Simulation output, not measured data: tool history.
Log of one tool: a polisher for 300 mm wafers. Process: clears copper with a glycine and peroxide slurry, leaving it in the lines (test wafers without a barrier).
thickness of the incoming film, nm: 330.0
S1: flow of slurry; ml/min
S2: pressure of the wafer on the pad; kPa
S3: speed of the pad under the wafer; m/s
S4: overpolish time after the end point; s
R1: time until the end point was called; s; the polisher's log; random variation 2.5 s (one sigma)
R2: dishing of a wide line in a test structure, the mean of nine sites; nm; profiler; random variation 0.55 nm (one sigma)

| run | hour | S1 | S2 | S3 | S4 | R1 | R2 |
|---|---|---|---|---|---|---|---|
| 1 | 0 | 135 | 14.5 | 0.82 | 23 | 101.3 | 45.707 |
| 2 | 2.2 | 135 | 12.4 | 0.78 | 19 | 111.71 | 32.956 |
| 3 | 8.6 | 165 | 12.4 | 0.78 | 19 | 109.54 | 34.528 |
| 4 | 16.3 | 165 | 11 | 0.74 | 19 | 126.16 | 31.914 |
| 5 | 23 | 165 | 11 | 0.86 | 19 | 113.2 | 34.729 |
| 6 | 29.2 | 165 | 11 | 0.86 | 12 | 107.22 | 23.154 |
| 7 | 30.1 | 165 | 9.7 | 0.82 | 13 | 131.78 | 22.514 |
| 8 | 32.3 | 160 | 9 | 0.82 | 14 | 135.21 | 22.095 |

Run 9 comes next. What will it give?
| 9 | 36.8 | 160 | 8.3 | 0.82 | 15 | ? | ? |

{"run 9": {"R1": 139.7, "R2": 22.265}}

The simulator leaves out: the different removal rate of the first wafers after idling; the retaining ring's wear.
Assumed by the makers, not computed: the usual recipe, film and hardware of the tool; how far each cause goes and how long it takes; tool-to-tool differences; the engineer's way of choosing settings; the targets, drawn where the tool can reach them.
